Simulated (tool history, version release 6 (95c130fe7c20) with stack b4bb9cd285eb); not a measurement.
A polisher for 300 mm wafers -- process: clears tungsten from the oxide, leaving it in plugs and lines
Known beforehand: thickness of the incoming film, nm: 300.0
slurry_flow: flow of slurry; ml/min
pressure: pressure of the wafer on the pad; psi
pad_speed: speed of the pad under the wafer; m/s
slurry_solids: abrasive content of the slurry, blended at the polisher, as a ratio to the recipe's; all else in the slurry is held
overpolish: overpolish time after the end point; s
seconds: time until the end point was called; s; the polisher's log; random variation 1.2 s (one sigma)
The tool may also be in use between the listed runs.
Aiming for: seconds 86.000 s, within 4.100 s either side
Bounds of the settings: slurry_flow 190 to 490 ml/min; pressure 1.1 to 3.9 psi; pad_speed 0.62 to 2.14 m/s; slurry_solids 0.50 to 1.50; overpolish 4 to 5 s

run	hour	slurry_flow	pressure	pad_speed	slurry_solids	overpolish	seconds
1	0.0	315	2.5	1.38	1.00	5	65.128
2	2.5	315	2.5	1.26	1.00	5	71.009
3	4.3	315	2.5	1.26	0.85	5	74.356
4	9.9	315	2.4	1.26	0.85	5	77.151
5	14.9	315	2.4	1.26	0.85	5	78.953
6	18.5	315	2.4	1.54	0.85	5	64.048
7	27.2	315	2.3	1.54	0.85	5	67.266
8	28.0	315	2.2	1.54	0.85	5	69.769
9	35.3	315	2.1	1.54	0.85	5	73.515
10	37.0	315	2.1	1.54	0.85	5	72.660

Exactly one of the 4 candidate moves below puts every result within its allowed miss. Which one?
A	38.7	345	2.1	1.82	1.10	5	?
B	38.7	305	1.8	1.76	0.85	4	?
C	38.7	305	1.5	1.50	1.00	5	?
D	38.7	250	1.4	1.92	0.95	5	?

move	seconds
A	57.661
B	74.714
C	98.497
D	86.479
A: its largest miss is bigger than the last run's
B: an improvement on the last run, though not all results are within tolerance
C: the result that was furthest off in the last run now lies on the other side of its target
D: every result lands within tolerance
Answer: D
